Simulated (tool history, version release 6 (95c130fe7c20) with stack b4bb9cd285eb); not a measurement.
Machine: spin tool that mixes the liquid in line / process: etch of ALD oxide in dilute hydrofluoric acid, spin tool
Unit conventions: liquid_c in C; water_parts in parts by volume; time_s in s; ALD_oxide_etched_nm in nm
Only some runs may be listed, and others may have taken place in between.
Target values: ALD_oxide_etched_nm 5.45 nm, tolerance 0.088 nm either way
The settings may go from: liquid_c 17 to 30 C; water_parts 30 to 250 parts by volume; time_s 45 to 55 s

run	hour	liquid_c	water_parts	time_s	ALD_oxide_etched_nm
1	0	22	140	55	9.4859
2	8.9	21.5	145	55	8.8866
3	14.6	21.5	175	55	7.2215
4	20.5	23.5	175	55	7.7798
5	29.3	23.5	145	55	9.6521
6	30	22.5	150	55	8.9455
7	33.4	22	155	55	8.4789
8	41	21.5	160	55	8.0271
9	42	21	165	55	7.5742
10	50.6	20.5	170	55	7.0819
11	52.7	20	170	55	6.9943

5 next moves are on the table. One of them brings every result within its allowed miss. Which?
A	54.8	19.5	145	55	?
B	54.8	21.5	220	55	?
C	54.8	18.5	145	55	?
D	54.8	17.5	110	55	?
E	54.8	21	130	45	?

move	ALD_oxide_etched_nm
A	8.2682
B	5.4583
C	7.9415
D	10.413
E	8.1411
A: further off than the last run
B: each result inside its tolerance
C: further off than the last run
D: further off than the last run
E: further off than the last run
So the answer is move B, the one that meets all the targets.
